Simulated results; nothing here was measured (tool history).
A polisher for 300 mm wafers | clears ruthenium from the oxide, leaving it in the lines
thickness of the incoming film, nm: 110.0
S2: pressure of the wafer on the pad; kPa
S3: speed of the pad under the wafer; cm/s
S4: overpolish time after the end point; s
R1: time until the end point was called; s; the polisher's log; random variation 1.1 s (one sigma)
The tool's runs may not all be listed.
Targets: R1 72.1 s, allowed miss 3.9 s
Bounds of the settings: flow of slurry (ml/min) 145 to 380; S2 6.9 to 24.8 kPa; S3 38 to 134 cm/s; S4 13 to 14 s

{"run": 1, "hour": 0.0, "flow of slurry (ml/min)": 245, "S2": 15.9, "S3": 86, "S4": 13, "R1": 114.83}
{"run": 2, "hour": 1.8, "flow of slurry (ml/min)": 245, "S2": 17.2, "S3": 86, "S4": 13, "R1": 107.94}
{"run": 3, "hour": 8.3, "flow of slurry (ml/min)": 245, "S2": 19.3, "S3": 86, "S4": 13, "R1": 99.324}
{"run": 4, "hour": 16.0, "flow of slurry (ml/min)": 245, "S2": 20, "S3": 88, "S4": 13, "R1": 96.361}
{"run": 5, "hour": 22.4, "flow of slurry (ml/min)": 245, "S2": 20, "S3": 88, "S4": 14, "R1": 95.973}
{"run": 6, "hour": 23.7, "flow of slurry (ml/min)": 245, "S2": 20, "S3": 104, "S4": 14, "R1": 81.72}
{"run": 7, "hour": 32.4, "flow of slurry (ml/min)": 245, "S2": 20.7, "S3": 104, "S4": 14, "R1": 78.865}
{"run": 8, "hour": 33.1, "flow of slurry (ml/min)": 245, "S2": 20.7, "S3": 104, "S4": 14, "R1": 79.72}

5 next moves are on the table. One of them brings every result within its allowed miss. Which?
{"run": "A", "hour": 33.8, "flow of slurry (ml/min)": 355, "S2": 19.3, "S3": 94, "S4": 13, "R1": "?"}
{"run": "B", "hour": 33.8, "flow of slurry (ml/min)": 265, "S2": 21.4, "S3": 110, "S4": 14, "R1": "?"}
{"run": "C", "hour": 33.8, "flow of slurry (ml/min)": 260, "S2": 18.6, "S3": 96, "S4": 13, "R1": "?"}
{"run": "D", "hour": 33.8, "flow of slurry (ml/min)": 230, "S2": 19.3, "S3": 90, "S4": 14, "R1": "?"}
{"run": "E", "hour": 33.8, "flow of slurry (ml/min)": 240, "S2": 20, "S3": 102, "S4": 14, "R1": "?"}

move=A R1=88.78
move=B R1=72.184
move=C R1=92.195
move=D R1=96.82
move=E R1=82.919
A: further off than the last run
B: meets every target
C: further off than the last run
D: further off than the last run
E: further off than the last run
The right move is B.

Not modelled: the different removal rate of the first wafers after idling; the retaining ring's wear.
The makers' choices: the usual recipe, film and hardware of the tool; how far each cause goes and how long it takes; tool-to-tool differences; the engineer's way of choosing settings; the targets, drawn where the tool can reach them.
